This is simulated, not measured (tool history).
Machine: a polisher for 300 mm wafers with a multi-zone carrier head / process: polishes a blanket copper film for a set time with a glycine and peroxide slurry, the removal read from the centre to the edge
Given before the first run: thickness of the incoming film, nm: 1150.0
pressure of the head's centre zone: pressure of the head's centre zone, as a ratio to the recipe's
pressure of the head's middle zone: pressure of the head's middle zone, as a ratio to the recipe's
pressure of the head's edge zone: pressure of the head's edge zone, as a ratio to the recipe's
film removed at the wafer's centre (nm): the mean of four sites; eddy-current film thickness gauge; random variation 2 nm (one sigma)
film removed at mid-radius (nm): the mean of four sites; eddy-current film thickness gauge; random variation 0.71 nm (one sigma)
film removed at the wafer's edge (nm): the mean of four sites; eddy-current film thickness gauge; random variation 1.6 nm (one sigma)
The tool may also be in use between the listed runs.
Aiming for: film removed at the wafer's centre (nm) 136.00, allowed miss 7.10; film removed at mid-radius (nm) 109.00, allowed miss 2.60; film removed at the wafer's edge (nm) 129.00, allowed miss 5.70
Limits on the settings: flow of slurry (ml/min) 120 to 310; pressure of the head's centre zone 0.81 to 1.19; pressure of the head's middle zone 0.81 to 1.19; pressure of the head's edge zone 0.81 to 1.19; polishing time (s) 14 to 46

| run | hour | flow of slurry (ml/min) | pressure of the head's centre zone | pressure of the head's middle zone | pressure of the head's edge zone | polishing time (s) | film removed at the wafer's centre (nm) | film removed at mid-radius (nm) | film removed at the wafer's edge (nm) |
|---|---|---|---|---|---|---|---|---|---|
| 1 | 0.0 | 200 | 1.00 | 1.00 | 1.00 | 30 | 158.26 | 160.68 | 161.30 |
| 2 | 2.6 | 200 | 1.00 | 0.93 | 1.00 | 30 | 157.05 | 148.16 | 159.01 |
| 3 | 11.5 | 190 | 1.01 | 0.90 | 0.99 | 29 | 159.91 | 139.82 | 153.21 |
| 4 | 14.2 | 145 | 1.01 | 0.90 | 0.99 | 29 | 145.35 | 132.00 | 148.06 |
| 5 | 20.2 | 145 | 1.07 | 0.90 | 0.99 | 29 | 154.64 | 131.02 | 149.41 |
| 6 | 26.7 | 145 | 1.02 | 0.90 | 0.99 | 29 | 147.46 | 133.18 | 144.26 |
| 7 | 27.3 | 140 | 1.02 | 0.88 | 0.99 | 28 | 138.85 | 125.72 | 140.16 |
| 8 | 30.0 | 140 | 1.02 | 0.88 | 0.99 | 28 | 142.15 | 125.38 | 141.77 |
| 9 | 37.4 | 130 | 1.06 | 0.81 | 0.95 | 25 | 130.03 | 103.31 | 121.99 |
| 10 | 41.6 | 135 | 1.06 | 0.81 | 0.96 | 25 | 129.50 | 104.50 | 125.36 |
| 11 | 44.6 | 140 | 1.06 | 0.81 | 0.96 | 25 | 132.83 | 105.81 | 124.49 |
| 12 | 46.0 | 145 | 1.06 | 0.81 | 0.97 | 25 | 130.77 | 105.77 | 126.25 |

Which single option among these 4 for the next run brings every result within its allowed miss of target? Just one does.
| A | 47.4 | 130 | 1.05 | 0.85 | 0.88 | 25 | ? | ? | ? |
| B | 47.4 | 135 | 1.06 | 0.81 | 0.92 | 26 | ? | ? | ? |
| C | 47.4 | 150 | 0.93 | 0.83 | 1.05 | 24 | ? | ? | ? |
| D | 47.4 | 120 | 1.08 | 0.85 | 1.18 | 25 | ? | ? | ? |

| move | film removed at the wafer's centre (nm) | film removed at mid-radius (nm) | film removed at the wafer's edge (nm) |
|---|---|---|---|
| A | 126.53 | 107.94 | 117.28 |
| B | 134.29 | 109.29 | 125.38 |
| C | 111.75 | 105.36 | 125.41 |
| D | 126.94 | 105.53 | 133.18 |
A: the worst result of the last run now meets its target, but another is out of spec
B: all results in spec
C: further off than the last run
D: further off than the last run
B is the move that brings every result within its allowed miss.
